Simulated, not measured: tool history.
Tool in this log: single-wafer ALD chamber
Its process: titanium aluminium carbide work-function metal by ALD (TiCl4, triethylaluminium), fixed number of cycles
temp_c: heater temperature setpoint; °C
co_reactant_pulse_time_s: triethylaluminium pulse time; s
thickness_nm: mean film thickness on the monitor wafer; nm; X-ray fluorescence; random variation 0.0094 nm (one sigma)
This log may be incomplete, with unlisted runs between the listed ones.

run	hour	temp_c	co_reactant_pulse_time_s	thickness_nm
1	0	290	11.29	2.0114
2	7.4	290	8.33	1.9613
3	10.4	290	5.29	1.7466
4	14.5	290	8.28	1.969
5	18.3	289	8.11	1.9387
6	21	295	8.11	2.0092

Estimate the outcome of run 7 from the log above:
7	29.9	283	6.38	?

{"run 7": {"thickness_nm": 1.7783}}

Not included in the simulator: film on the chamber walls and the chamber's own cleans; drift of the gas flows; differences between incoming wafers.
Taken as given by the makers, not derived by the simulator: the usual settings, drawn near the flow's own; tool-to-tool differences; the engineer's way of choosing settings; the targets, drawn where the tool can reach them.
